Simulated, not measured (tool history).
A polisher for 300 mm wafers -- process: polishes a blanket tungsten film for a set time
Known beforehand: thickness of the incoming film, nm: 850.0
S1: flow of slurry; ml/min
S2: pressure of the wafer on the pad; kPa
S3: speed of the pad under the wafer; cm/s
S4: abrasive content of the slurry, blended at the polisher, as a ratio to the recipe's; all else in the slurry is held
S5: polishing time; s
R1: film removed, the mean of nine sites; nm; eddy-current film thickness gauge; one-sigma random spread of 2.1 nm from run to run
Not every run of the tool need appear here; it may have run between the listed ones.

run,hour,S1,S2,S3,S4,S5,R1
1,0,180,31,114,1,64,351.28
2,1.2,180,31,102,1,64,317.99
3,7.9,180,31,102,1,64,315.87
4,8.9,175,29.6,102,1,64,301.1
5,9.6,175,29.6,102,1.2,64,327.75
6,14.7,130,29.6,102,1.2,64,304.2
7,19.8,130,29,102,1.2,64,295.67
8,24.5,130,28.3,102,1.2,64,291.61
9,30.3,125,22.8,102,1.2,64,236.59

Run 10 is up next; what results do you expect?
10,35.8,130,22.8,102,1.2,64,?

Run 10 came out at R1 236.11 nm.
